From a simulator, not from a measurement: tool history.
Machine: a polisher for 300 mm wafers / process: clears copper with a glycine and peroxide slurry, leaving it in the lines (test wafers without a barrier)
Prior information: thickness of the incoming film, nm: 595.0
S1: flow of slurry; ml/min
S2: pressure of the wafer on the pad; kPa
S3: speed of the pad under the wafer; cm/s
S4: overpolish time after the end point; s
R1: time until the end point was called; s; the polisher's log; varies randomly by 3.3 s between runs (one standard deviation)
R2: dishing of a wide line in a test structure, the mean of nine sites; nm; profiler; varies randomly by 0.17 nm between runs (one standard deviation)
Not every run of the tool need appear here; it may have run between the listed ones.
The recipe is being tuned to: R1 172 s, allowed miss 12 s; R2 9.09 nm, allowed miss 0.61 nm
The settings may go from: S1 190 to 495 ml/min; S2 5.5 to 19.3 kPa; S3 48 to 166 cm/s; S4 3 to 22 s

{"run": 1, "day": 0.0, "S1": 320, "S2": 12.4, "S3": 106, "S4": 11, "R1": 168.38, "R2": 16.426}
{"run": 2, "day": 0.225, "S1": 300, "S2": 11, "S3": 114, "S4": 10, "R1": 167.83, "R2": 15.464}
{"run": 3, "day": 0.338, "S1": 300, "S2": 9.7, "S3": 114, "S4": 10, "R1": 187.95, "R2": 14.802}
{"run": 4, "day": 0.708, "S1": 285, "S2": 9, "S3": 120, "S4": 9, "R1": 187.19, "R2": 13.802}
{"run": 5, "day": 0.892, "S1": 270, "S2": 8.3, "S3": 126, "S4": 8, "R1": 183.3, "R2": 13.07}
{"run": 6, "day": 1.125, "S1": 260, "S2": 7.6, "S3": 130, "S4": 7, "R1": 199.97, "R2": 12.205}
{"run": 7, "day": 1.346, "S1": 250, "S2": 7.6, "S3": 136, "S4": 6, "R1": 195.12, "R2": 11.167}
{"run": 8, "day": 1.496, "S1": 245, "S2": 7.6, "S3": 140, "S4": 6, "R1": 190.2, "R2": 10.998}
{"run": 9, "day": 1.667, "S1": 240, "S2": 7.6, "S3": 142, "S4": 6, "R1": 186.98, "R2": 11.397}
{"run": 10, "day": 1.929, "S1": 230, "S2": 7.6, "S3": 146, "S4": 6, "R1": 188.09, "R2": 11.342}
{"run": 11, "day": 2.067, "S1": 245, "S2": 7.6, "S3": 150, "S4": 6, "R1": 176.96, "R2": 11.575}
{"run": 12, "day": 2.196, "S1": 190, "S2": 6.2, "S3": 164, "S4": 3, "R1": 194.41, "R2": 6.4467}
{"run": 13, "day": 2.262, "S1": 205, "S2": 6.2, "S3": 164, "S4": 3, "R1": 201.04, "R2": 6.5854}
{"run": 14, "day": 2.542, "S1": 235, "S2": 9, "S3": 166, "S4": 9, "R1": 150.88, "R2": 14.814}
{"run": 15, "day": 2.812, "S1": 235, "S2": 9, "S3": 166, "S4": 8, "R1": 155.31, "R2": 13.971}
{"run": 16, "day": 3.05, "S1": 230, "S2": 9, "S3": 166, "S4": 7, "R1": 147.12, "R2": 13.804}
{"run": 17, "day": 3.417, "S1": 230, "S2": 9, "S3": 166, "S4": 6, "R1": 145.68, "R2": 12.272}
{"run": 18, "day": 3.483, "S1": 225, "S2": 9, "S3": 166, "S4": 6, "R1": 151.99, "R2": 12.453}

Pick the move, out of 5, that brings all results within their allowed miss; only one does.
{"run": "A", "day": 3.55, "S1": 270, "S2": 11.7, "S3": 156, "S4": 3, "R1": "?", "R2": "?"}
{"run": "B", "day": 3.55, "S1": 245, "S2": 11, "S3": 158, "S4": 8, "R1": "?", "R2": "?"}
{"run": "C", "day": 3.55, "S1": 325, "S2": 9.7, "S3": 144, "S4": 3, "R1": "?", "R2": "?"}
{"run": "D", "day": 3.55, "S1": 210, "S2": 9.7, "S3": 166, "S4": 3, "R1": "?", "R2": "?"}
{"run": "E", "day": 3.55, "S1": 190, "S2": 10.3, "S3": 134, "S4": 4, "R1": "?", "R2": "?"}

move=A R1=126.89 R2=8.7127
move=B R1=132.81 R2=14.688
move=C R1=152.36 R2=7.6778
move=D R1=143.49 R2=7.9828
move=E R1=164.6 R2=8.9711
A: gets the furthest-off result to its target, but another result is out of tolerance
B: its largest miss is bigger than the last run's
C: takes the result that was furthest off past its target
D: takes the result that was furthest off past its target
E: each result inside its tolerance
Correct choice: E, which meets every target

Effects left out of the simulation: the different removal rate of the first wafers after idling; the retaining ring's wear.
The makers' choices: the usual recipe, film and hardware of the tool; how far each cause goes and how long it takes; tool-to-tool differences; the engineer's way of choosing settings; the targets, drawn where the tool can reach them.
